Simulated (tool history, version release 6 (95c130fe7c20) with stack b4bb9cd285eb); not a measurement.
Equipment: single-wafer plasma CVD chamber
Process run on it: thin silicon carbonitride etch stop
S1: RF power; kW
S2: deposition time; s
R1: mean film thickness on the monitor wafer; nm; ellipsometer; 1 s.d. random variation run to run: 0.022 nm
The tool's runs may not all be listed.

run	hour	S1	S2	R1
1	0.0	0.175	15.6	8.1350
2	3.7	0.175	16.5	8.6646
3	5.7	0.170	16.1	8.4123
4	7.1	0.170	17.9	9.2947
5	8.3	0.170	19.1	9.9574
6	10.2	0.170	20.6	10.7060
7	19.2	0.170	20.6	10.7210
8	21.6	0.165	19.6	10.1140
9	30.2	0.160	18.7	9.5000
10	32.8	0.155	18.0	9.1072
11	34.5	0.150	17.3	8.6366
12	37.0	0.145	16.8	8.3276

Estimate the outcome of run 13 from the log above:
13	44.1	0.140	16.4	?

R1: 8.0308 nm
